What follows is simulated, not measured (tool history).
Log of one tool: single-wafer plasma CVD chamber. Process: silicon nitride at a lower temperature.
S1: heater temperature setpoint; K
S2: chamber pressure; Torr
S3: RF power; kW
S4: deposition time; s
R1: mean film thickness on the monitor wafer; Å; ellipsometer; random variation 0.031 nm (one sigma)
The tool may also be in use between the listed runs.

run,day,S1,S2,S3,S4,R1
1,0,613.15,1.16,0.26,9.2,87.876
2,0.283,613.15,1.06,0.26,9.2,85.314
3,0.417,613.15,1.06,0.295,9.2,96.122
4,0.654,613.15,0.99,0.275,9.1,87.269
5,1.017,613.15,0.93,0.26,9.1,81.281
6,1.108,613.15,0.88,0.255,9.1,77.458
7,1.417,613.15,0.83,0.255,9.1,75.64
8,1.517,613.15,0.8,0.255,9.1,74.405

Run 9 comes next. What will it give?
9,1.771,613.15,0.78,0.255,9.1,?

Run 9 gave R1 74.026 Å.
